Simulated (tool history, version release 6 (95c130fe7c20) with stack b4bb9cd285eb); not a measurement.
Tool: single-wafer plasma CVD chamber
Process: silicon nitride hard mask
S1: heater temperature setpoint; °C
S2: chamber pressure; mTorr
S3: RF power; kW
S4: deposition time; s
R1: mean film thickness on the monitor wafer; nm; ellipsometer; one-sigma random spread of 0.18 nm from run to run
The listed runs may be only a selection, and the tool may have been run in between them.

run 1 hour=0.0 | S1=385 S2=1830 S3=0.365 S4=25.0 | R1=37.065
run 2 hour=4.9 | S1=385 S2=1570 S3=0.365 S4=25.0 | R1=35.293
run 3 hour=11.3 | S1=385 S2=1760 S3=0.370 S4=25.0 | R1=36.976
run 4 hour=19.0 | S1=380 S2=1760 S3=0.370 S4=25.0 | R1=37.271
run 5 hour=21.6 | S1=374 S2=1760 S3=0.370 S4=25.0 | R1=37.476
run 6 hour=24.2 | S1=374 S2=1870 S3=0.375 S4=25.0 | R1=38.919
run 7 hour=25.4 | S1=374 S2=1930 S3=0.375 S4=25.0 | R1=39.056

The next listed run, before its measurement:
run 8 hour=26.6 | S1=374 S2=1990 S3=0.375 S4=25.0 | R1=?

{"run 8": {"R1": 39.507}}
